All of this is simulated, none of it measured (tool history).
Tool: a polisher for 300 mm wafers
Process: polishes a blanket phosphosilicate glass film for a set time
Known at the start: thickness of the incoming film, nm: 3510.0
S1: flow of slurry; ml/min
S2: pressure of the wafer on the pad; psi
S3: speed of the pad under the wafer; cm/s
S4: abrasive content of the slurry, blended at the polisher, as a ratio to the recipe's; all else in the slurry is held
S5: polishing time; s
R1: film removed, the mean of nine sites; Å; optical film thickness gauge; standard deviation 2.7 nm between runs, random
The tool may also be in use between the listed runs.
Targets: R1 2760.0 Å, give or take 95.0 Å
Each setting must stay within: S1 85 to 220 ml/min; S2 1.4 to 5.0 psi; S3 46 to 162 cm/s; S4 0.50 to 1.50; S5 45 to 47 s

run    day   S1   S2   S3    S4  S5      R1
  1  0.000  140  3.2  104  1.00  45  3846.7
  2  0.362  140  3.2  104  0.85  45  3525.8
  3  0.638  140  3.2  104  0.85  45  3554.9
  4  0.792  140  3.2  104  0.85  45  3572.7
  5  0.846  140  3.1  104  0.85  45  3552.9
  6  1.054  140  3.1  104  0.85  45  3500.7
  7  1.350  140  3.0  104  0.85  45  3423.1
  8  1.388  140  2.9  104  0.85  45  3319.9

Which one of the following 4 next-run settings gets every result inside its allowed miss? There is exactly one.
  A  1.425  160  2.6  136  0.85  47   ?
  B  1.425  165  2.4   88  0.85  45   ?
  C  1.425  160  2.3  148  0.80  47   ?
  D  1.425  125  2.6   96  0.85  45   ?

move      R1
   A  3862.4
   B  2456.9
   C  3616.5
   D  2723.1
A: further off than the last run
B: the result that was furthest off in the last run now lies on the other side of its target
C: further off than the last run
D: meets every target
The move that meets every target is D.
